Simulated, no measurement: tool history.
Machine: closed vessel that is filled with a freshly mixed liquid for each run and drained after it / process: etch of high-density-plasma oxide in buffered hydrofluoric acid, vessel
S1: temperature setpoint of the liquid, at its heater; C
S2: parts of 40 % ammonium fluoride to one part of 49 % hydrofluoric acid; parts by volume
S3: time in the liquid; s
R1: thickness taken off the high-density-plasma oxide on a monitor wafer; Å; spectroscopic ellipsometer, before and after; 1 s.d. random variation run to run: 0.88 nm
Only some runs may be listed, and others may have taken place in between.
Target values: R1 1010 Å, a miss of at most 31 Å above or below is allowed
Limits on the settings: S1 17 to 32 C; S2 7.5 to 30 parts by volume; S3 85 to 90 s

{"run": 1, "day": 0.0, "S1": 24, "S2": 21, "S3": 85, "R1": 631.74}
{"run": 2, "day": 0.35, "S1": 26, "S2": 20.5, "S3": 85, "R1": 717.39}
{"run": 3, "day": 0.712, "S1": 24.5, "S2": 20.5, "S3": 85, "R1": 663.48}
{"run": 4, "day": 0.871, "S1": 24.5, "S2": 20.5, "S3": 85, "R1": 665.33}
{"run": 5, "day": 0.971, "S1": 24.5, "S2": 20.5, "S3": 90, "R1": 703.02}
{"run": 6, "day": 1.058, "S1": 26, "S2": 20.5, "S3": 90, "R1": 758.53}
{"run": 7, "day": 1.308, "S1": 27.5, "S2": 20.5, "S3": 90, "R1": 823.47}
{"run": 8, "day": 1.575, "S1": 31.5, "S2": 20, "S3": 90, "R1": 1056.8}

Which single option among these 4 for the next run brings every result within its allowed miss of target? Just one does.
{"run": "A", "day": 1.842, "S1": 30.5, "S2": 21, "S3": 90, "R1": "?"}
{"run": "B", "day": 1.842, "S1": 31.5, "S2": 19.5, "S3": 85, "R1": "?"}
{"run": "C", "day": 1.842, "S1": 31.5, "S2": 18, "S3": 85, "R1": "?"}
{"run": "D", "day": 1.842, "S1": 31, "S2": 18, "S3": 90, "R1": "?"}

move=A R1=954.67
move=B R1=1007.1
move=C R1=1089.4
move=D R1=1123.7
A: pushes the last run's worst result past its target
B: each result inside its tolerance
C: lands further from the targets than the last run did
D: lands further from the targets than the last run did
Move B is the one to make.
